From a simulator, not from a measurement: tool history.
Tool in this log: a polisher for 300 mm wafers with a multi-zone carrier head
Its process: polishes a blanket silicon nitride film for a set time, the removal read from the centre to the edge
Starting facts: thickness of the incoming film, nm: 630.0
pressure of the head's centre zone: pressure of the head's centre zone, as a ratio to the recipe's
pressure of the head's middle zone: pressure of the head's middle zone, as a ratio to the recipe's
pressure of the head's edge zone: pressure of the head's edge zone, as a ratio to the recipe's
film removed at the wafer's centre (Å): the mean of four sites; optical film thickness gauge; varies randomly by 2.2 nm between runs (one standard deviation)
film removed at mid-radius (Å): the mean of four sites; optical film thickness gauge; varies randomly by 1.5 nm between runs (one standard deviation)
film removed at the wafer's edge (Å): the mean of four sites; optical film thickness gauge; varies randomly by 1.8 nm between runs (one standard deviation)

run	hour	flow of slurry (ml/min)	pressure of the head's centre zone	pressure of the head's middle zone	pressure of the head's edge zone	polishing time (s)	film removed at the wafer's centre (Å)	film removed at mid-radius (Å)	film removed at the wafer's edge (Å)
1	0.0	190	1.00	1.00	1.00	84	1169.8	1188.4	1207.3
2	2.9	190	0.93	1.00	1.00	84	1089.2	1192.5	1225.6
3	9.8	195	0.95	1.01	1.01	86	1160.7	1234.9	1221.7
4	15.9	195	0.90	1.01	1.01	86	1118.7	1240.4	1227.9
5	22.5	195	0.90	1.01	1.01	98	1277.1	1392.9	1408.8
6	26.7	195	0.93	1.01	1.01	98	1306.0	1404.1	1410.3
7	32.5	195	0.93	1.01	1.01	98	1306.8	1426.7	1383.8
8	36.6	245	1.03	1.11	1.11	106	1557.4	1705.3	1624.1
9	44.7	245	1.04	1.11	1.11	106	1542.0	1677.2	1627.9
10	47.6	245	1.05	1.11	1.10	106	1588.1	1677.7	1599.2
11	55.4	245	1.06	1.11	1.10	106	1594.0	1707.5	1609.0
12	59.7	245	1.07	1.11	1.10	106	1608.8	1669.9	1599.0

Expected results for the next run?
13	66.1	245	1.08	1.11	1.10	106	?	?	?

Run 13 gave film removed at the wafer's centre (Å) 1620.7, film removed at mid-radius (Å) 1696.0, film removed at the wafer's edge (Å) 1612.2.
